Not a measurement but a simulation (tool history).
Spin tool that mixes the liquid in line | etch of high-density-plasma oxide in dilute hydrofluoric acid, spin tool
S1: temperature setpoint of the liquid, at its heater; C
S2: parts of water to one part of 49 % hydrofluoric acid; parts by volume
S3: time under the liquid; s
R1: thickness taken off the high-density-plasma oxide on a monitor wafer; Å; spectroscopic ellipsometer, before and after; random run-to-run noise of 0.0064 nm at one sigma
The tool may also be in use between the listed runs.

run	hour	S1	S2	S3	R1
1	0	25	235	80	25.738
2	1.1	25	235	60	19.215
3	8	24	240	60	18.071
4	9.8	23.5	240	60	17.771
5	13.8	23	240	60	17.452
6	16.3	22.5	240	60	17.179
7	19.4	22	240	60	16.801

What does the tool deliver on the next run?
8	20.7	21.5	240	60	?

{"run 8": {"R1": 16.696}}
